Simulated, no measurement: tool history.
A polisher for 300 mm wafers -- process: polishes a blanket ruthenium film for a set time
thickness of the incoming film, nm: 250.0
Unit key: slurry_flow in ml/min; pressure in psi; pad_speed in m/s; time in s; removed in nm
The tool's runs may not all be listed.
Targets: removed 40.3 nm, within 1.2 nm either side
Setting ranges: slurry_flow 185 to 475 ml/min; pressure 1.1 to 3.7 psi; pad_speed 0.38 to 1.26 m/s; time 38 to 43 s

run,hour,slurry_flow,pressure,pad_speed,time,removed
1,0,305,2.4,0.82,43,51.216
2,6.7,305,2.4,0.82,43,51.348
3,12.6,235,2.4,0.82,43,49.435
4,14.1,235,2.4,0.82,43,49.172
5,16.6,230,2.3,0.82,43,47.428
6,22.6,225,2.2,0.82,43,45.498
7,31.1,220,2.1,0.82,43,44.016
8,35.6,220,2,0.82,43,43.211

Exactly one of the 5 candidate moves below puts every result within its allowed miss. Which one?
A,40.1,185,2,1.02,39,?
B,40.1,205,2.4,0.74,39,?
C,40.1,260,2,0.96,41,?
D,40.1,185,2.3,0.88,42,?
E,40.1,240,2,0.94,41,?

move,removed
A,43.604
B,40.094
C,46.923
D,46.355
E,45.539
A: further off than the last run
B: every result within its allowed miss
C: further off than the last run
D: further off than the last run
E: further off than the last run
Answer: B
